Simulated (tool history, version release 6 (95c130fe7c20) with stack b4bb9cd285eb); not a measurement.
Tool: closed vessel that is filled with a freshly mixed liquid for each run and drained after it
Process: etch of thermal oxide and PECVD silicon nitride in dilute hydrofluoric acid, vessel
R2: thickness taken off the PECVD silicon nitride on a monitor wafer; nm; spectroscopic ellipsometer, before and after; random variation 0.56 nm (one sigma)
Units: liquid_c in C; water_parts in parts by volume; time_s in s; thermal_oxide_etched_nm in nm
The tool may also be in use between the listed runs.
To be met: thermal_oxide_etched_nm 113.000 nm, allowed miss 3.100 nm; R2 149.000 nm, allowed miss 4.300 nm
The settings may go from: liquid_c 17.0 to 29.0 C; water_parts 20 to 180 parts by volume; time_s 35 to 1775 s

run 1 hour=0.0 | liquid_c=21.0 water_parts=100 time_s=905 | thermal_oxide_etched_nm=38.095 R2=46.703
run 2 hour=4.8 | liquid_c=22.5 water_parts=80 time_s=900 | thermal_oxide_etched_nm=51.730 R2=63.830
run 3 hour=8.2 | liquid_c=24.0 water_parts=70 time_s=895 | thermal_oxide_etched_nm=63.116 R2=80.627
run 4 hour=16.7 | liquid_c=20.5 water_parts=70 time_s=895 | thermal_oxide_etched_nm=54.136 R2=63.566
run 5 hour=20.2 | liquid_c=18.0 water_parts=70 time_s=895 | thermal_oxide_etched_nm=49.211 R2=53.083
run 6 hour=28.2 | liquid_c=20.0 water_parts=60 time_s=890 | thermal_oxide_etched_nm=61.679 R2=70.735
run 7 hour=29.5 | liquid_c=21.5 water_parts=55 time_s=885 | thermal_oxide_etched_nm=72.311 R2=84.643
run 8 hour=32.0 | liquid_c=23.0 water_parts=50 time_s=880 | thermal_oxide_etched_nm=85.128 R2=102.060
run 9 hour=39.2 | liquid_c=24.0 water_parts=50 time_s=875 | thermal_oxide_etched_nm=89.098 R2=109.320
run 10 hour=44.0 | liquid_c=24.0 water_parts=50 time_s=875 | thermal_oxide_etched_nm=88.896 R2=108.930
run 11 hour=53.4 | liquid_c=25.0 water_parts=50 time_s=870 | thermal_oxide_etched_nm=92.042 R2=115.960
run 12 hour=56.2 | liquid_c=25.5 water_parts=50 time_s=865 | thermal_oxide_etched_nm=92.125 R2=118.700
run 13 hour=63.5 | liquid_c=26.0 water_parts=50 time_s=860 | thermal_oxide_etched_nm=95.321 R2=122.230

4 next moves are on the table. One of them brings every result within its allowed miss. Which?
run A hour=70.8 | liquid_c=27.0 water_parts=50 time_s=1050 | thermal_oxide_etched_nm=? R2=?
run B hour=70.8 | liquid_c=25.0 water_parts=40 time_s=850 | thermal_oxide_etched_nm=? R2=?
run C hour=70.8 | liquid_c=29.0 water_parts=55 time_s=1020 | thermal_oxide_etched_nm=? R2=?
run D hour=70.8 | liquid_c=27.0 water_parts=45 time_s=875 | thermal_oxide_etched_nm=? R2=?

move=A thermal_oxide_etched_nm=120.070 R2=159.800
move=B thermal_oxide_etched_nm=113.580 R2=140.890
move=C thermal_oxide_etched_nm=113.980 R2=161.040
move=D thermal_oxide_etched_nm=111.970 R2=147.690
A: takes the result that was furthest off past its target
B: nearer than the last run, and not there yet
C: takes the result that was furthest off past its target
D: meets every target
The right move is D.
